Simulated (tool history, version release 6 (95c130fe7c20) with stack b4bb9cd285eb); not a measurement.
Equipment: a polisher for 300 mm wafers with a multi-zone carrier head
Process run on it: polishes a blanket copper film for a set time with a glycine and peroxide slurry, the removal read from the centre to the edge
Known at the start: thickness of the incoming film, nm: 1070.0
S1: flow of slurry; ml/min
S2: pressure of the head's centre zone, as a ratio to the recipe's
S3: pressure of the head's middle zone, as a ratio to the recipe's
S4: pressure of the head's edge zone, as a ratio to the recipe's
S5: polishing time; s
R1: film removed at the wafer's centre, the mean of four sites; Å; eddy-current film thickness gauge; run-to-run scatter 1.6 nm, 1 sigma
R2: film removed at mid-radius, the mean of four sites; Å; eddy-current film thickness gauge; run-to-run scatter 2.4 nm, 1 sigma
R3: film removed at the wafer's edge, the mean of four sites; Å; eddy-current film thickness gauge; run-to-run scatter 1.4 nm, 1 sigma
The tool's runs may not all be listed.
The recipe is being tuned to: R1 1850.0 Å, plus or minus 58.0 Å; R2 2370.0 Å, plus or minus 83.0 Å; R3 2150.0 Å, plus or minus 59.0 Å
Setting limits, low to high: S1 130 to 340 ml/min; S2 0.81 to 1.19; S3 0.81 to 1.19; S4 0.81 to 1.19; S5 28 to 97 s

run	hour	S1	S2	S3	S4	S5	R1	R2	R3
1	0.0	220	1.00	1.00	1.00	62	2565.2	2569.0	2560.4
2	4.5	195	1.00	1.00	1.00	62	2484.3	2569.0	2581.5
3	10.1	195	1.00	1.00	1.07	62	2481.8	2545.5	2652.5
4	11.3	195	0.98	1.01	1.05	61	2400.4	2526.3	2575.4
5	12.6	150	0.98	1.01	1.05	61	2316.6	2407.3	2507.0
6	18.1	130	0.98	1.01	1.05	61	2266.3	2380.7	2429.6
7	20.7	130	0.96	1.02	1.04	61	2205.8	2378.2	2438.9
8	24.1	130	0.95	1.03	1.02	61	2172.4	2397.3	2434.6
9	25.2	130	0.94	1.04	1.00	60	2129.0	2453.2	2346.4
10	33.1	130	0.93	1.04	0.99	60	2086.3	2394.6	2332.9
11	41.2	130	0.92	1.04	0.98	60	2110.2	2403.2	2317.9
12	46.1	130	0.91	1.05	0.98	60	2069.4	2392.9	2332.5
13	54.1	130	0.90	1.06	0.97	60	2082.6	2440.2	2326.6

Which of these 4 next moves meets every target?
A	62.1	130	0.88	1.12	0.95	56	?	?	?
B	62.1	130	0.81	1.00	1.12	55	?	?	?
C	62.1	130	0.85	0.99	1.02	58	?	?	?
D	62.1	135	0.81	1.02	1.11	56	?	?	?

move	R1	R2	R3
A	1894.7	2389.9	2139.0
B	1723.6	2131.5	2281.2
C	1899.3	2228.7	2296.2
D	1768.0	2221.3	2322.2
A: all results land within tolerance of their targets
B: carries the result that was furthest off beyond its target, to the other side
C: brings the result that was furthest off to its target, and leaves another outside
D: carries the result that was furthest off beyond its target, to the other side
The right move is A.
